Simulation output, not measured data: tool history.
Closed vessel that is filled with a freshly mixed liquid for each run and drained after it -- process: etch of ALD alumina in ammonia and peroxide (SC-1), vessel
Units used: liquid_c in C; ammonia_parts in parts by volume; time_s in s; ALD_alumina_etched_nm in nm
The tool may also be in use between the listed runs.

run  hour  liquid_c  ammonia_parts  time_s  ALD_alumina_etched_nm
  1     0        54            0.6      30                 1.7067
  2   9.1        54            0.6      30                 1.6858
  3  15.2        54            0.7      30                 1.7398
  4  16.8        54           0.85      30                  1.785
  5  20.9        54           0.85      30                 1.7681
  6  25.6        51           0.85      30                   1.49
  7  30.1      48.5           0.85      30                 1.3138
  8  31.6      46.5           0.85      30                 1.1741
  9  36.1        45           0.85      30                   1.08
 10  37.1        44           0.85      30                 1.0039
 11  39.3      43.5           0.85      30                0.98677
 12  40.3        43           0.85      30                0.96006
 13  43.1      42.5           0.85      30                0.92116
 14  44.7        42           0.85      30                0.89788
 15  48.8      41.5           0.85      30                0.87132

The next listed run, before its measurement:
 16    52        41           0.85      30                      ?

{"run 16": {"ALD_alumina_etched_nm": 0.85036}}
